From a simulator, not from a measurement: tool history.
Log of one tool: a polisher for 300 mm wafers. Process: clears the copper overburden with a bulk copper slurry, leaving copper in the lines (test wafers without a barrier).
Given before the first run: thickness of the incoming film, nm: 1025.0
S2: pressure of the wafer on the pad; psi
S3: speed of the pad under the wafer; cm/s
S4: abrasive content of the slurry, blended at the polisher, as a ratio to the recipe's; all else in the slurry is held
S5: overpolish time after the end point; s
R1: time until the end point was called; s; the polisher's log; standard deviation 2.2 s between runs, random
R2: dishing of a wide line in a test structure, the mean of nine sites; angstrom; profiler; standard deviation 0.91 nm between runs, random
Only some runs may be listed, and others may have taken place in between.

Run 1, hour 0.0: flow of slurry (ml/min) 185, S2 2.2 psi, S3 104 cm/s, S4 1.00, S5 13 s. Result: R1 160.84 s, R2 521.21 angstrom.
Run 2, hour 7.7: flow of slurry (ml/min) 185, S2 2.2 psi, S3 84 cm/s, S4 1.00, S5 13 s. Result: R1 192.94 s, R2 438.94 angstrom.
Run 3, hour 10.6: flow of slurry (ml/min) 185, S2 2.4 psi, S3 84 cm/s, S4 1.00, S5 14 s. Result: R1 178.61 s, R2 502.30 angstrom.
Run 4, hour 12.0: flow of slurry (ml/min) 185, S2 2.4 psi, S3 84 cm/s, S4 0.85, S5 14 s. Result: R1 186.86 s, R2 484.72 angstrom.
Run 5, hour 19.2: flow of slurry (ml/min) 185, S2 2.6 psi, S3 84 cm/s, S4 0.85, S5 14 s. Result: R1 176.32 s, R2 510.76 angstrom.
Run 6, hour 25.0: flow of slurry (ml/min) 185, S2 2.6 psi, S3 68 cm/s, S4 0.85, S5 14 s. Result: R1 210.39 s, R2 449.12 angstrom.
Run 7, hour 30.7: flow of slurry (ml/min) 185, S2 2.8 psi, S3 70 cm/s, S4 0.85, S5 14 s. Result: R1 189.76 s, R2 483.46 angstrom.
Run 8, hour 34.7: flow of slurry (ml/min) 185, S2 3.0 psi, S3 72 cm/s, S4 0.85, S5 14 s. Result: R1 174.73 s, R2 514.77 angstrom.

Expected results for the next run?
Run 9, hour 36.9: flow of slurry (ml/min) 185, S2 3.1 psi, S3 74 cm/s, S4 0.85, S5 14 s. Result: R1 ?, R2 ?.

{"run 9": {"R1": 165.52, "R2": 558.97}}

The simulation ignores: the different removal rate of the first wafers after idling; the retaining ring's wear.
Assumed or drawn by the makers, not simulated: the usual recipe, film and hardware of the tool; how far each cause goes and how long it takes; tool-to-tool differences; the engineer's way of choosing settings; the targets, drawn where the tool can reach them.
